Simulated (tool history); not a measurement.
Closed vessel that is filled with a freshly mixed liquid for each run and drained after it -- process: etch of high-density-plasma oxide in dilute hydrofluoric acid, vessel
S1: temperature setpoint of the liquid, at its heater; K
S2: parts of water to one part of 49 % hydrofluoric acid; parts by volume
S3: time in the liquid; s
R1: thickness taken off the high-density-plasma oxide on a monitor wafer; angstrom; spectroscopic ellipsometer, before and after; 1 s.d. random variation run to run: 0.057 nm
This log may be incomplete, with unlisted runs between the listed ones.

Run 1, hour 0.0: S1 298.15 K, S2 265 parts by volume, S3 1055 s. Result: R1 207.99 angstrom.
Run 2, hour 2.6: S1 298.15 K, S2 265 parts by volume, S3 1130 s. Result: R1 221.31 angstrom.
Run 3, hour 5.6: S1 296.65 K, S2 265 parts by volume, S3 1130 s. Result: R1 209.86 angstrom.
Run 4, hour 10.6: S1 295.65 K, S2 265 parts by volume, S3 1130 s. Result: R1 201.71 angstrom.
Run 5, hour 12.5: S1 294.65 K, S2 265 parts by volume, S3 1130 s. Result: R1 195.85 angstrom.
Run 6, hour 17.5: S1 294.65 K, S2 325 parts by volume, S3 1130 s. Result: R1 150.53 angstrom.
Run 7, hour 20.1: S1 295.65 K, S2 325 parts by volume, S3 1130 s. Result: R1 156.68 angstrom.
Run 8, hour 26.8: S1 296.65 K, S2 325 parts by volume, S3 1130 s. Result: R1 162.03 angstrom.
Run 9, hour 32.2: S1 297.15 K, S2 325 parts by volume, S3 1130 s. Result: R1 165.88 angstrom.

The next listed run, before its measurement:
Run 10, hour 38.7: S1 297.65 K, S2 325 parts by volume, S3 1130 s. Result: R1 ?.

Logged for run 10: R1 167.37 angstrom.
